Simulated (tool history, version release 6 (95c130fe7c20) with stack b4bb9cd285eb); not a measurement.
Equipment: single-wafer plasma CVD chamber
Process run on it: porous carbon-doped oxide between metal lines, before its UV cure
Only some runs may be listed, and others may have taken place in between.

| run | hour | heater temperature setpoint (deg C) | RF power (kW) | deposition time (s) | mean film thickness on the monitor wafer (angstrom) |
|---|---|---|---|---|---|
| 1 | 0.0 | 320 | 0.640 | 62.1 | 3279.4 |
| 2 | 8.7 | 324 | 0.640 | 62.1 | 3239.8 |
| 3 | 14.2 | 326 | 0.635 | 62.1 | 3157.4 |
| 4 | 21.0 | 327 | 0.635 | 62.1 | 3182.0 |
| 5 | 29.2 | 328 | 0.630 | 62.1 | 3128.9 |
| 6 | 30.8 | 328 | 0.630 | 64.0 | 3239.3 |
| 7 | 36.0 | 330 | 0.625 | 64.0 | 3203.6 |

Expected results for the next run?
| 8 | 42.7 | 332 | 0.625 | 64.0 | ? |

{"run 8": {"mean film thickness on the monitor wafer (angstrom)": 3145.3}}
